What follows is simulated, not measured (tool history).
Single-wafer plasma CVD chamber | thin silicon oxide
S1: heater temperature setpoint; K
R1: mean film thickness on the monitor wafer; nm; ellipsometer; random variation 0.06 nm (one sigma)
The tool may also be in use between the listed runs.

run 1 hour=0 | S1=658.15 chamber_pressure_(Torr)=0.584 RF_power_(kW)=0.345 deposition_time_(s)=11.38 | R1=16.915
run 2 hour=7.8 | S1=658.15 chamber_pressure_(Torr)=0.599 RF_power_(kW)=0.345 deposition_time_(s)=11.38 | R1=17.24
run 3 hour=9.2 | S1=658.15 chamber_pressure_(Torr)=0.599 RF_power_(kW)=0.39 deposition_time_(s)=11.38 | R1=17.609
run 4 hour=12 | S1=658.15 chamber_pressure_(Torr)=0.599 RF_power_(kW)=0.36 deposition_time_(s)=11.38 | R1=17.356
run 5 hour=17.1 | S1=667.15 chamber_pressure_(Torr)=0.599 RF_power_(kW)=0.36 deposition_time_(s)=11.38 | R1=17.209
run 6 hour=20.2 | S1=667.15 chamber_pressure_(Torr)=0.675 RF_power_(kW)=0.36 deposition_time_(s)=11.38 | R1=18.762
run 7 hour=25.4 | S1=667.15 chamber_pressure_(Torr)=0.792 RF_power_(kW)=0.365 deposition_time_(s)=11.39 | R1=21.198

The next listed run, before its measurement:
run 8 hour=31.3 | S1=667.15 chamber_pressure_(Torr)=0.795 RF_power_(kW)=0.365 deposition_time_(s)=11.39 | R1=?

R1: 21.279 nm
